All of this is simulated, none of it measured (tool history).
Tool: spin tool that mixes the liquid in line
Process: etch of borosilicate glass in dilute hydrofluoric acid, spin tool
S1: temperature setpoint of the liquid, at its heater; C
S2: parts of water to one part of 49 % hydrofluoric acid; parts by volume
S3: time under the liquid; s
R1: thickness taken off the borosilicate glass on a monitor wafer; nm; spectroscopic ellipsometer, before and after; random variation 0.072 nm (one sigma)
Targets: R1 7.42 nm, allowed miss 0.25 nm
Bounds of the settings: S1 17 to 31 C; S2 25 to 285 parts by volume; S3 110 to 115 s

run 1 day=0 | S1=23 S2=155 S3=110 | R1=17.154
run 2 day=0.175 | S1=23 S2=120 S3=110 | R1=22.728
run 3 day=0.508 | S1=23 S2=120 S3=115 | R1=24.333
run 4 day=0.812 | S1=21 S2=120 S3=115 | R1=22.008
run 5 day=0.938 | S1=20 S2=155 S3=115 | R1=15.98
run 6 day=1.254 | S1=19 S2=180 S3=115 | R1=12.689
run 7 day=1.417 | S1=18.5 S2=200 S3=115 | R1=10.984
run 8 day=1.688 | S1=18 S2=215 S3=115 | R1=9.9428
run 9 day=2.042 | S1=17.5 S2=225 S3=115 | R1=9.259
run 10 day=2.117 | S1=17.5 S2=235 S3=115 | R1=8.8186
run 11 day=2.192 | S1=17.5 S2=245 S3=115 | R1=8.1357
run 12 day=2.338 | S1=17 S2=255 S3=115 | R1=7.7661

Which of these 4 next moves meets every target?
run A day=2.483 | S1=17.5 S2=260 S3=110 | R1=?
run B day=2.483 | S1=17 S2=250 S3=115 | R1=?
run C day=2.483 | S1=19 S2=265 S3=115 | R1=?
run D day=2.483 | S1=17.5 S2=255 S3=115 | R1=?

move=A R1=7.3915
move=B R1=7.9519
move=C R1=7.9913
move=D R1=7.9135
A: meets every target
B: further off than the last run
C: further off than the last run
D: further off than the last run
Move A is the one to make.
